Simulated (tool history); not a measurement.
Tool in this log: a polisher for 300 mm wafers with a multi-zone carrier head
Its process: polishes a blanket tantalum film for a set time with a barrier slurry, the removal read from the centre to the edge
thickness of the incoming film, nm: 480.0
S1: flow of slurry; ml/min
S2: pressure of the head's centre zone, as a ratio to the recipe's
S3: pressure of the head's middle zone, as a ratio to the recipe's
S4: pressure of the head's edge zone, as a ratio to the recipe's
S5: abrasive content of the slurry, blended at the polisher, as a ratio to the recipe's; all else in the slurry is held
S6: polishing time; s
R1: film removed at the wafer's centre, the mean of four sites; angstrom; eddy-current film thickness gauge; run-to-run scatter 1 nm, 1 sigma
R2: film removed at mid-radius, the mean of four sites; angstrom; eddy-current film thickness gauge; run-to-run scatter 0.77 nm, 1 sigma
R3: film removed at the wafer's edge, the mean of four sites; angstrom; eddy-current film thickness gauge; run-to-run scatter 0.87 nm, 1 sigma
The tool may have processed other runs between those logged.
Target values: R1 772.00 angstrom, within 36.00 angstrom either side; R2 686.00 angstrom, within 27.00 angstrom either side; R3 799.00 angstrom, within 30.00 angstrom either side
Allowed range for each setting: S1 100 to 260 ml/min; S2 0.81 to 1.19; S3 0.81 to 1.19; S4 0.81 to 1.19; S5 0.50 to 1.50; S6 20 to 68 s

{"run": 1, "hour": 0.0, "S1": 165, "S2": 1.0, "S3": 1.0, "S4": 1.0, "S5": 1.0, "S6": 44, "R1": 794.03, "R2": 824.74, "R3": 805.86}
{"run": 2, "hour": 7.6, "S1": 155, "S2": 1.01, "S3": 0.95, "S4": 1.01, "S5": 1.0, "S6": 44, "R1": 827.64, "R2": 765.52, "R3": 800.29}
{"run": 3, "hour": 8.8, "S1": 155, "S2": 1.01, "S3": 0.95, "S4": 1.01, "S5": 0.85, "S6": 44, "R1": 779.73, "R2": 735.34, "R3": 752.65}
{"run": 4, "hour": 15.6, "S1": 155, "S2": 1.01, "S3": 0.95, "S4": 0.98, "S5": 0.85, "S6": 44, "R1": 751.14, "R2": 742.61, "R3": 745.68}
{"run": 5, "hour": 18.1, "S1": 155, "S2": 1.01, "S3": 0.95, "S4": 0.98, "S5": 0.85, "S6": 37, "R1": 619.39, "R2": 620.02, "R3": 625.36}
{"run": 6, "hour": 21.2, "S1": 170, "S2": 0.99, "S3": 0.95, "S4": 1.04, "S5": 0.95, "S6": 37, "R1": 650.41, "R2": 660.53, "R3": 664.59}
{"run": 7, "hour": 25.2, "S1": 160, "S2": 0.98, "S3": 0.93, "S4": 1.07, "S5": 1.1, "S6": 37, "R1": 683.58, "R2": 664.81, "R3": 717.71}
{"run": 8, "hour": 32.2, "S1": 160, "S2": 0.99, "S3": 0.92, "S4": 1.09, "S5": 1.15, "S6": 37, "R1": 708.28, "R2": 653.33, "R3": 738.28}
{"run": 9, "hour": 39.6, "S1": 165, "S2": 1.0, "S3": 0.92, "S4": 1.11, "S5": 1.2, "S6": 37, "R1": 717.22, "R2": 663.68, "R3": 738.26}
{"run": 10, "hour": 44.5, "S1": 165, "S2": 1.0, "S3": 0.91, "S4": 1.11, "S5": 1.25, "S6": 37, "R1": 715.47, "R2": 669.32, "R3": 751.2}
{"run": 11, "hour": 52.4, "S1": 160, "S2": 1.01, "S3": 0.91, "S4": 1.12, "S5": 1.3, "S6": 37, "R1": 730.35, "R2": 671.21, "R3": 770.37}
{"run": 12, "hour": 55.0, "S1": 160, "S2": 1.02, "S3": 0.91, "S4": 1.13, "S5": 1.35, "S6": 37, "R1": 741.87, "R2": 675.8, "R3": 761.7}

Below are 5 possible settings for the next run. Only one of them brings all results inside the allowed miss of their targets. Which is it?
{"run": "A", "hour": 57.6, "S1": 205, "S2": 0.96, "S3": 0.93, "S4": 1.05, "S5": 1.5, "S6": 34, "R1": "?", "R2": "?", "R3": "?"}
{"run": "B", "hour": 57.6, "S1": 230, "S2": 0.9, "S3": 0.84, "S4": 0.84, "S5": 1.5, "S6": 37, "R1": "?", "R2": "?", "R3": "?"}
{"run": "C", "hour": 57.6, "S1": 140, "S2": 1.07, "S3": 0.82, "S4": 1.13, "S5": 1.45, "S6": 38, "R1": "?", "R2": "?", "R3": "?"}
{"run": "D", "hour": 57.6, "S1": 155, "S2": 0.93, "S3": 0.88, "S4": 1.14, "S5": 1.45, "S6": 38, "R1": "?", "R2": "?", "R3": "?"}
{"run": "E", "hour": 57.6, "S1": 145, "S2": 0.99, "S3": 0.84, "S4": 1.05, "S5": 1.45, "S6": 40, "R1": "?", "R2": "?", "R3": "?"}

move=A R1=687.79 R2=679.45 R3=720.38
move=B R1=713.61 R2=691.16 R3=717.82
move=C R1=784.79 R2=632.16 R3=787.50
move=D R1=699.07 R2=685.49 R3=803.08
move=E R1=770.94 R2=684.48 R3=804.11
A: lands further from the targets than the last run did
B: lands further from the targets than the last run did
C: brings the last run's worst result on target, with another outside its allowed miss
D: brings the last run's worst result on target, with another outside its allowed miss
E: all results land within tolerance of their targets
Correct choice: E, which meets every target

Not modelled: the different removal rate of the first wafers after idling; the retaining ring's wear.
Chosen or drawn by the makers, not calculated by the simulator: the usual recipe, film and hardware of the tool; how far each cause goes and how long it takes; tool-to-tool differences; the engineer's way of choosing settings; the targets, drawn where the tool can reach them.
